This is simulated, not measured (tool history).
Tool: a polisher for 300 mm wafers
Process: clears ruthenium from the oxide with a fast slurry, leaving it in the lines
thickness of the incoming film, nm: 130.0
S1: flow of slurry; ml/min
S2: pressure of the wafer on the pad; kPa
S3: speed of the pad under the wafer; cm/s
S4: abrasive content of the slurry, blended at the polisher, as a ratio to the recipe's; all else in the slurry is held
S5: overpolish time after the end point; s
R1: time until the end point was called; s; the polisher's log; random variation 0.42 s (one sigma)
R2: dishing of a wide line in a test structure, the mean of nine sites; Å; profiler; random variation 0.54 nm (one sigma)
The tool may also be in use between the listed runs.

run	hour	S1	S2	S3	S4	S5	R1	R2
1	0.0	195	17.2	102	1.0	13	29.624	390.16
2	3.2	195	17.2	102	1.0	8	29.135	273.19
3	4.2	155	17.2	102	1.0	8	29.806	270.15
4	6.1	190	17.2	102	1.0	8	29.062	259.54
5	7.3	190	21.4	102	1.0	8	23.971	314.14
6	8.1	190	18.6	102	1.0	9	26.760	317.41

Forecast run 7:
7	13.5	185	16.5	102	1.0	9	?	?

R1: 30.658 s
R2: 286.86 Å

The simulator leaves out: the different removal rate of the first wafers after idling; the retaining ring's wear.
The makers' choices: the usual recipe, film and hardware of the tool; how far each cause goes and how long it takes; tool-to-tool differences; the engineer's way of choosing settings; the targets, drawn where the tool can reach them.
